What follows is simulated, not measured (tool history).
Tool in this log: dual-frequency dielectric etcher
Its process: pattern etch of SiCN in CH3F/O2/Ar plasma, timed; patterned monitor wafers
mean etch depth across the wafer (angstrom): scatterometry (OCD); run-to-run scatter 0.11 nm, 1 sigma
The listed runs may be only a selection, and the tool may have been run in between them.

run,hour,source power (kW),bias power (kW),etch time (s),mean etch depth across the wafer (angstrom)
1,0,0.5,0.079,76,351.01
2,8.3,0.5,0.079,76,351.35
3,16.2,0.5,0.079,76,353.12
4,19.2,0.49,0.079,76,349.71
5,27.4,0.48,0.079,76,346.27
6,28.1,0.48,0.079,79.5,359.17
7,34.8,0.48,0.079,79.5,360.3
8,42.3,0.47,0.079,79.5,358.25
9,49.7,0.46,0.079,79.5,354.5
10,50.7,0.45,0.079,79.5,345.84
11,56.8,0.44,0.079,79.5,343.24

Run 12, settings as shown, results not yet in. Your forecast:
12,65.3,0.43,0.079,79.5,?

Logged for run 12: mean etch depth across the wafer (angstrom) 336.88.
